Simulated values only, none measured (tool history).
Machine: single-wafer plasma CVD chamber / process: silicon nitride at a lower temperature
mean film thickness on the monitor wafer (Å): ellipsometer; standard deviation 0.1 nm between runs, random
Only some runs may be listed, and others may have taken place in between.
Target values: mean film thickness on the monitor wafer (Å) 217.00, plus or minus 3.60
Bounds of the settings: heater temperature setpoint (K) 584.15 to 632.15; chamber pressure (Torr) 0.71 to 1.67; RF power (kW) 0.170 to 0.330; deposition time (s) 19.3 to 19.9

| run | hour | heater temperature setpoint (K) | chamber pressure (Torr) | RF power (kW) | deposition time (s) | mean film thickness on the monitor wafer (Å) |
|---|---|---|---|---|---|---|
| 1 | 0.0 | 608.15 | 1.19 | 0.250 | 19.3 | 178.56 |
| 2 | 1.1 | 608.15 | 1.19 | 0.225 | 19.3 | 170.89 |
| 3 | 1.7 | 608.15 | 1.37 | 0.225 | 19.3 | 179.72 |
| 4 | 9.2 | 608.15 | 1.37 | 0.225 | 19.9 | 185.06 |
| 5 | 10.0 | 608.15 | 1.24 | 0.225 | 19.9 | 178.94 |
| 6 | 18.4 | 608.15 | 1.30 | 0.230 | 19.9 | 182.67 |
| 7 | 23.2 | 607.15 | 1.54 | 0.270 | 19.9 | 212.33 |
| 8 | 24.1 | 607.15 | 1.55 | 0.270 | 19.9 | 213.08 |
|  | 32.0 | capacitance manometer re-zeroed and calibrated |
| 9 | 32.0 | 607.15 | 1.56 | 0.270 | 19.9 | 209.96 |
| 10 | 37.3 | 607.15 | 1.57 | 0.270 | 19.9 | 212.17 |
| 11 | 42.7 | 607.15 | 1.58 | 0.270 | 19.9 | 212.80 |
| 12 | 51.6 | 607.15 | 1.59 | 0.270 | 19.9 | 212.31 |
| 13 | 52.7 | 607.15 | 1.60 | 0.270 | 19.9 | 210.86 |
| 14 | 60.1 | 607.15 | 1.61 | 0.270 | 19.9 | 212.41 |
| 15 | 61.9 | 607.15 | 1.62 | 0.270 | 19.9 | 212.95 |

4 next moves are on the table. One of them brings every result within its allowed miss. Which?
| A | 63.7 | 611.15 | 1.66 | 0.270 | 19.4 | ? |
| B | 63.7 | 609.15 | 1.67 | 0.260 | 19.8 | ? |
| C | 63.7 | 606.15 | 1.62 | 0.275 | 19.4 | ? |
| D | 63.7 | 605.15 | 1.64 | 0.285 | 19.6 | ? |

| move | mean film thickness on the monitor wafer (Å) |
|---|---|
| A | 208.29 |
| B | 208.86 |
| C | 209.09 |
| D | 216.34 |
A: its largest miss is bigger than the last run's
B: its largest miss is bigger than the last run's
C: its largest miss is bigger than the last run's
D: every result within its allowed miss
Correct choice: D, which meets every target
